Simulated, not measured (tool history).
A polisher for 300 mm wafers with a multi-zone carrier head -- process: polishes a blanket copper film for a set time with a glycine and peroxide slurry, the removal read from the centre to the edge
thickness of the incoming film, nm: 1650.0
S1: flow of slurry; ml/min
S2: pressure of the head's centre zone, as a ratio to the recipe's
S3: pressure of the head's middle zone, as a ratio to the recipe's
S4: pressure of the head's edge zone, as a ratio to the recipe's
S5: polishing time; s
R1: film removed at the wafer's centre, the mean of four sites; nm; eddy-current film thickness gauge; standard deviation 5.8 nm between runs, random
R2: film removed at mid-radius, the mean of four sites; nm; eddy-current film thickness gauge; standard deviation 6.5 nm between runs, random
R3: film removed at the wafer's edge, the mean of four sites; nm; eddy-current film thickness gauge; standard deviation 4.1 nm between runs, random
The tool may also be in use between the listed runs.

{"run": 1, "hour": 0.0, "S1": 160, "S2": 1, "S3": 1, "S4": 1, "S5": 70, "R1": 423.67, "R2": 395.77, "R3": 391.25}
{"run": 2, "hour": 1.8, "S1": 165, "S2": 1, "S3": 1.01, "S4": 1.02, "S5": 71, "R1": 431.84, "R2": 403.76, "R3": 399.45}
{"run": 3, "hour": 4.8, "S1": 165, "S2": 1, "S3": 0.96, "S4": 1.02, "S5": 71, "R1": 431.42, "R2": 391.15, "R3": 402.28}
{"run": 4, "hour": 13.5, "S1": 170, "S2": 1, "S3": 0.98, "S4": 1.03, "S5": 73, "R1": 443.74, "R2": 409.55, "R3": 417.11}
{"run": 5, "hour": 18.3, "S1": 170, "S2": 1, "S3": 0.98, "S4": 0.94, "S5": 73, "R1": 453.15, "R2": 406.88, "R3": 399.78}
{"run": 6, "hour": 24.3, "S1": 170, "S2": 1, "S3": 1.01, "S4": 0.94, "S5": 73, "R1": 443.1, "R2": 412.91, "R3": 393.12}
{"run": 7, "hour": 29.4, "S1": 175, "S2": 1, "S3": 1.02, "S4": 0.96, "S5": 74, "R1": 461, "R2": 425.79, "R3": 403.61}

What will run 8 give?
{"run": 8, "hour": 37.2, "S1": 175, "S2": 1, "S3": 1.03, "S4": 0.98, "S5": 75, "R1": "?", "R2": "?", "R3": "?"}

Run 8 yielded R1 465.02 nm, R2 440.37 nm, R3 414.54 nm.
